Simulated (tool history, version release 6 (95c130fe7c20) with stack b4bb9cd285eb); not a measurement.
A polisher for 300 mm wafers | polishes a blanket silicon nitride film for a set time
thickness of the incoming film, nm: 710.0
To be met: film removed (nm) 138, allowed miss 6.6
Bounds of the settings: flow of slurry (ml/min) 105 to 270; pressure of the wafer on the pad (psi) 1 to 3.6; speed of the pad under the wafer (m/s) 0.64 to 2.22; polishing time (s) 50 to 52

run,hour,flow of slurry (ml/min),pressure of the wafer on the pad (psi),speed of the pad under the wafer (m/s),polishing time (s),film removed (nm)
1,0,175,2.3,1.42,50,76.875
2,7.6,175,2.3,1.28,50,71.907
3,8.5,175,2.6,1.32,50,81.974
4,12.9,175,2.8,1.38,50,89.906
5,21,175,3.3,1.38,50,107.58
6,29,175,3.4,1.44,50,114.01
7,33.5,175,3.4,1.48,50,119.15
8,37.6,175,3.4,1.5,50,114.44
9,40.7,175,3.4,1.56,50,123.97
10,43.6,175,3.4,1.58,50,119.7

4 next moves are on the table. One of them brings every result within its allowed miss. Which?
A,46.5,195,3.4,1.5,50,?
B,46.5,185,3.1,1.8,50,?
C,46.5,205,3.4,1.8,50,?
D,46.5,195,3.2,1.54,52,?

move,film removed (nm)
A,117.4
B,123.86
C,136.55
D,117.79
A: further off than the last run
B: nearer than the last run, and not there yet
C: meets every target
D: further off than the last run
The right move is C.
